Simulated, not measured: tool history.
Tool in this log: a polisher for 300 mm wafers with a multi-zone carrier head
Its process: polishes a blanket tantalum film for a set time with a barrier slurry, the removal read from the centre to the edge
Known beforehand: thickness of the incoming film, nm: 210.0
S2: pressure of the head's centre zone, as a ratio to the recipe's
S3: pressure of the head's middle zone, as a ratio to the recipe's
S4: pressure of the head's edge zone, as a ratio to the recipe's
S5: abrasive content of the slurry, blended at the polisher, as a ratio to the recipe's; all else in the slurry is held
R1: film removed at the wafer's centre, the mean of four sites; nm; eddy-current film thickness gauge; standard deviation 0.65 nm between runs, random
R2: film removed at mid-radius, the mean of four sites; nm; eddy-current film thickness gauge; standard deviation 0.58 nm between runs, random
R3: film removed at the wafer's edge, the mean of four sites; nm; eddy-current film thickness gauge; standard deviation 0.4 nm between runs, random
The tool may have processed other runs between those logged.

run 1 hour=0 | flow_of_slurry_(ml/min)=145 S2=1 S3=1 S4=1 S5=1 polishing_time_(s)=56 | R1=60.053 R2=60.648 R3=60.945
run 2 hour=3.3 | flow_of_slurry_(ml/min)=140 S2=0.99 S3=0.98 S4=0.98 S5=0.95 polishing_time_(s)=56 | R1=57.354 R2=58.318 R3=59.305
run 3 hour=10.4 | flow_of_slurry_(ml/min)=135 S2=0.99 S3=0.96 S4=0.96 S5=0.95 polishing_time_(s)=56 | R1=55.609 R2=57.248 R3=58.733
run 4 hour=11.5 | flow_of_slurry_(ml/min)=135 S2=0.99 S3=0.93 S4=0.96 S5=0.95 polishing_time_(s)=56 | R1=58.271 R2=56.416 R3=58.427
run 5 hour=15.3 | flow_of_slurry_(ml/min)=130 S2=0.98 S3=0.91 S4=0.96 S5=0.9 polishing_time_(s)=56 | R1=54.301 R2=52.37 R3=56.721
run 6 hour=18.3 | flow_of_slurry_(ml/min)=125 S2=0.98 S3=0.9 S4=0.95 S5=0.9 polishing_time_(s)=56 | R1=53.827 R2=51.372 R3=56.236
run 7 hour=20.8 | flow_of_slurry_(ml/min)=120 S2=0.98 S3=0.9 S4=0.94 S5=0.9 polishing_time_(s)=56 | R1=55.256 R2=51.427 R3=55.459
run 8 hour=23.5 | flow_of_slurry_(ml/min)=115 S2=0.97 S3=0.9 S4=0.94 S5=0.9 polishing_time_(s)=56 | R1=53.327 R2=51.427 R3=56.744

What does the tool deliver on the next run?
run 9 hour=29.5 | flow_of_slurry_(ml/min)=115 S2=0.97 S3=0.89 S4=0.93 S5=0.9 polishing_time_(s)=56 | R1=? R2=? R3=?

{"run 9": {"R1": 53.146, "R2": 50.512, "R3": 56.075}}

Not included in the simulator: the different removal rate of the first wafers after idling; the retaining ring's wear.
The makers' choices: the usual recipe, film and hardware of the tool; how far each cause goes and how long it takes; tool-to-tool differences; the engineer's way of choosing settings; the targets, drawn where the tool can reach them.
